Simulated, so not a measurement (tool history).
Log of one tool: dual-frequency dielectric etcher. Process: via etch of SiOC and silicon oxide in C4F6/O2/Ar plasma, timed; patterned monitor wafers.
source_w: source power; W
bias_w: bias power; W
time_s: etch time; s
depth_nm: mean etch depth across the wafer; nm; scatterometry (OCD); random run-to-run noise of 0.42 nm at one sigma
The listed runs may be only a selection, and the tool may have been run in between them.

run,hour,source_w,bias_w,time_s,depth_nm
1,0.0,280,169,115.5,105.750
2,2.8,270,165,115.5,103.230
3,4.9,260,162,115.5,101.640
4,5.9,250,159,115.5,99.347
5,8.5,240,157,115.5,97.046
6,11.7,230,156,115.5,97.042
7,18.1,220,153,115.5,95.183
8,22.6,210,150,115.5,92.849
9,30.2,210,148,115.5,91.372
10,34.0,210,147,115.5,92.030

The next listed run, before its measurement:
11,42.2,210,146,115.5,?

Logged for run 11: depth_nm 91.646 nm.

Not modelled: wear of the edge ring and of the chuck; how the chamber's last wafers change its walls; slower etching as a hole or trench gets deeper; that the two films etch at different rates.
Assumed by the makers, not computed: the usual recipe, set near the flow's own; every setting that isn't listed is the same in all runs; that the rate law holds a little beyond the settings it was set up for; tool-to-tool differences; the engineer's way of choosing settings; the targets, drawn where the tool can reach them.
